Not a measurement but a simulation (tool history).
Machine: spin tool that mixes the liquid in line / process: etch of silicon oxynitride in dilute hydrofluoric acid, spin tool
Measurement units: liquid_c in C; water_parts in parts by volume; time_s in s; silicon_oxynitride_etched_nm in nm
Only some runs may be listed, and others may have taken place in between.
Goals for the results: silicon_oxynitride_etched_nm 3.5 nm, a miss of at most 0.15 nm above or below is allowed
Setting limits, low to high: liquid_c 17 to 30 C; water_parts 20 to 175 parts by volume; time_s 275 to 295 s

run 1 day=0 | liquid_c=22 water_parts=95 time_s=275 | silicon_oxynitride_etched_nm=5.0782
run 2 day=0.088 | liquid_c=23.5 water_parts=95 time_s=275 | silicon_oxynitride_etched_nm=5.3531
run 3 day=0.162 | liquid_c=22 water_parts=100 time_s=275 | silicon_oxynitride_etched_nm=4.6952
run 4 day=0.45 | liquid_c=22 water_parts=65 time_s=275 | silicon_oxynitride_etched_nm=7.3987
run 5 day=0.512 | liquid_c=21 water_parts=75 time_s=275 | silicon_oxynitride_etched_nm=6.1215
run 6 day=0.583 | liquid_c=18.5 water_parts=75 time_s=275 | silicon_oxynitride_etched_nm=5.4134
run 7 day=0.946 | liquid_c=18 water_parts=85 time_s=275 | silicon_oxynitride_etched_nm=4.6675
run 8 day=1.15 | liquid_c=17.5 water_parts=90 time_s=275 | silicon_oxynitride_etched_nm=4.1926

Of the 4 settings listed for the next run, only one would bring every result within its allowed miss of target. Which one?
run A day=1.354 | liquid_c=19 water_parts=115 time_s=275 | silicon_oxynitride_etched_nm=?
run B day=1.354 | liquid_c=17 water_parts=100 time_s=285 | silicon_oxynitride_etched_nm=?
run C day=1.354 | liquid_c=17 water_parts=95 time_s=275 | silicon_oxynitride_etched_nm=?
run D day=1.354 | liquid_c=17.5 water_parts=120 time_s=280 | silicon_oxynitride_etched_nm=?

move=A silicon_oxynitride_etched_nm=3.5091
move=B silicon_oxynitride_etched_nm=3.8255
move=C silicon_oxynitride_etched_nm=3.8981
move=D silicon_oxynitride_etched_nm=3.1697
A: hits every target within its allowed miss
B: better than the last run, though not everything is in spec
C: better than the last run, though not everything is in spec
D: takes the biggest miss from the last run beyond its target
Move A is the one to make.
